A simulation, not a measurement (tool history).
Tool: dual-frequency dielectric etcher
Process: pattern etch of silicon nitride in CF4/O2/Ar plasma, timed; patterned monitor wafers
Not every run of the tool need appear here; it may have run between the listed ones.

| run | day | source power (kW) | bias power (kW) | Ar flow (sccm) | CF4 flow (sccm) | etch time (s) | mean etch depth across the wafer (nm) |
|---|---|---|---|---|---|---|---|
| 1 | 0 | 0.42 | 0.055 | 91 | 120 | 176 | 318.51 |
| 2 | 0.279 | 0.42 | 0.055 | 91 | 133 | 176 | 322.97 |
| 3 | 0.367 | 0.42 | 0.046 | 91 | 133 | 176 | 292.51 |
| 4 | 0.629 | 0.49 | 0.046 | 91 | 133 | 176 | 344.25 |
| 5 | 0.862 | 0.49 | 0.04 | 91 | 133 | 176 | 323.37 |
| 6 | 1.004 | 0.49 | 0.04 | 91 | 117 | 176 | 318.06 |
| 7 | 1.283 | 0.5 | 0.04 | 91 | 117 | 176 | 324.38 |

Run 8 is up next; what results do you expect?
| 8 | 1.517 | 0.51 | 0.04 | 91 | 117 | 176 | ? |

{"run 8": {"mean etch depth across the wafer (nm)": 333.1}}

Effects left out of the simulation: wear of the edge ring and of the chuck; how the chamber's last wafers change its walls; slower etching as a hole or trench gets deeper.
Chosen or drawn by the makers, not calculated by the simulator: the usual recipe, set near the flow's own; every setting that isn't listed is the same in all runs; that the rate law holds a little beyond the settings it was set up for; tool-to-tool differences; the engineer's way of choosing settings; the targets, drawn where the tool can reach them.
